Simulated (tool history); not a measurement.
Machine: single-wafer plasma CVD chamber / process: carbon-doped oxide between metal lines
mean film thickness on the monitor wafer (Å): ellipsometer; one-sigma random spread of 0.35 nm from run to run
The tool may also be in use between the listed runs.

run,hour,heater temperature setpoint (K),chamber pressure (Pa),RF power (W),deposition time (s),mean film thickness on the monitor wafer (Å)
1,0,603.15,869,535,21.9,1245.6
2,8.1,603.15,869,600,21.9,1344
3,9.4,606.15,841,590,21.9,1306.6
4,12.9,609.15,811,585,21.9,1285.7
5,21.3,609.15,811,585,20.8,1220.6
6,29.7,611.15,800,585,20.8,1212.3

Run 7 is up next; what results do you expect?
7,34.9,613.15,789,585,20.8,?

{"run 7": {"mean film thickness on the monitor wafer (Å)": 1200.4}}
